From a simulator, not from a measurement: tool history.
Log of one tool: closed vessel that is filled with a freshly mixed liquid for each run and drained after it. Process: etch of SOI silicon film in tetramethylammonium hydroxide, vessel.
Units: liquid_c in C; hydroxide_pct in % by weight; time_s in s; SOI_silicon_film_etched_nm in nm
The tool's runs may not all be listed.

run	hour	liquid_c	hydroxide_pct	time_s	SOI_silicon_film_etched_nm
1	0.0	61.0	9.5	90	400.50
2	5.4	60.0	9.5	90	377.21
3	10.9	60.0	9.5	95	395.81
4	16.9	59.5	9.5	95	381.85
5	23.4	59.5	8.5	95	402.29
6	24.5	58.5	8.5	95	377.95
7	30.5	58.5	8.5	95	376.04

Forecast run 8:
8	34.2	58.0	8.5	95	?

Run 8 gave SOI_silicon_film_etched_nm 367.42 nm.
